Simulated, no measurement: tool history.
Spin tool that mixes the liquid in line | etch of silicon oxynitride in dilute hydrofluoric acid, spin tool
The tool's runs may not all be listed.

run,hour,temperature setpoint of the liquid (C),parts of water to one part of 49 % hydrofluoric acid (parts by volume),time under the liquid (s),thickness taken off the silicon oxynitride on a monitor wafer (Å)
1,0.0,21.0,135,310,57.481
2,3.4,21.0,135,310,57.337
3,11.2,19.0,135,310,52.091
4,13.1,19.0,135,335,56.082
5,15.6,19.0,160,335,46.998
# hour 21.4: hydrofluoric acid flow meter replaced
6,21.4,19.0,130,335,55.641
7,28.5,18.5,135,335,51.878
8,29.8,18.0,140,335,48.180
9,38.6,18.0,145,335,45.405
10,41.6,17.5,150,335,41.922

Forecast run 11:
11,44.3,17.0,150,335,?

{"run 11": {"thickness taken off the silicon oxynitride on a monitor wafer (Å)": 42.185}}

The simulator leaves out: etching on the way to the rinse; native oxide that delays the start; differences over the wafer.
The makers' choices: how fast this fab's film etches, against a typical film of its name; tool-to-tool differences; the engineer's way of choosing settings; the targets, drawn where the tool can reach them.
